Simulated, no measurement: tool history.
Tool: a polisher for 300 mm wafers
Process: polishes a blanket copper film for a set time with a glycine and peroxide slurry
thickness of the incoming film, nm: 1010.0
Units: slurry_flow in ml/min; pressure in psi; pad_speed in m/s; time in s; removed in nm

run,hour,slurry_flow,pressure,pad_speed,time,removed
1,0.0,290,1.9,0.94,118,396.26
2,2.7,290,1.8,0.94,118,391.13
3,8.1,290,1.8,0.94,123,409.01
4,9.1,290,2.1,0.94,123,442.28
5,13.6,290,2.0,0.92,123,418.59
6,22.5,290,1.9,0.92,123,414.95

Run 7 comes next. What will it give?
7,31.3,290,1.8,0.92,123,?

Run 7 gave removed 393.21 nm.
